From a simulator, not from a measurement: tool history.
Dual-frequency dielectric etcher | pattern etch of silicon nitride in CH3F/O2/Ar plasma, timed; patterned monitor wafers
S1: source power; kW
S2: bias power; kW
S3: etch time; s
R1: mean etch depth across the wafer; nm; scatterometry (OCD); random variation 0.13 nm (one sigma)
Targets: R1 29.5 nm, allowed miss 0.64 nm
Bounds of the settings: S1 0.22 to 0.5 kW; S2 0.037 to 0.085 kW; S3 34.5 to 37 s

{"run": 1, "hour": 0.0, "S1": 0.36, "S2": 0.061, "S3": 37, "R1": 24.254}
{"run": 2, "hour": 6.1, "S1": 0.36, "S2": 0.061, "S3": 37, "R1": 24.446}
{"run": 3, "hour": 7.9, "S1": 0.39, "S2": 0.064, "S3": 37, "R1": 25.911}
{"run": 4, "hour": 14.0, "S1": 0.39, "S2": 0.064, "S3": 37, "R1": 25.64}
{"run": 5, "hour": 22.6, "S1": 0.45, "S2": 0.064, "S3": 37, "R1": 27.345}
{"run": 6, "hour": 29.4, "S1": 0.39, "S2": 0.064, "S3": 37, "R1": 25.728}
{"run": 7, "hour": 35.3, "S1": 0.41, "S2": 0.065, "S3": 37, "R1": 26.145}
{"run": 8, "hour": 41.1, "S1": 0.43, "S2": 0.067, "S3": 37, "R1": 27.117}
{"run": 9, "hour": 43.9, "S1": 0.45, "S2": 0.068, "S3": 37, "R1": 27.87}
{"run": 10, "hour": 46.7, "S1": 0.46, "S2": 0.069, "S3": 37, "R1": 28.378}
{"run": 11, "hour": 55.6, "S1": 0.47, "S2": 0.069, "S3": 37, "R1": 28.597}
{"run": 12, "hour": 64.2, "S1": 0.48, "S2": 0.069, "S3": 37, "R1": 28.813}

5 next moves are on the table. One of them brings every result within its allowed miss. Which?
{"run": "A", "hour": 72.8, "S1": 0.43, "S2": 0.079, "S3": 34.5, "R1": "?"}
{"run": "B", "hour": 72.8, "S1": 0.5, "S2": 0.063, "S3": 37, "R1": "?"}
{"run": "C", "hour": 72.8, "S1": 0.49, "S2": 0.074, "S3": 35, "R1": "?"}
{"run": "D", "hour": 72.8, "S1": 0.49, "S2": 0.084, "S3": 34.5, "R1": "?"}
{"run": "E", "hour": 72.8, "S1": 0.48, "S2": 0.065, "S3": 36, "R1": "?"}

move=A R1=27.382
move=B R1=27.971
move=C R1=28.315
move=D R1=29.608
move=E R1=27.186
A: further off than the last run
B: further off than the last run
C: further off than the last run
D: meets every target
E: further off than the last run
Move D is the one to make.
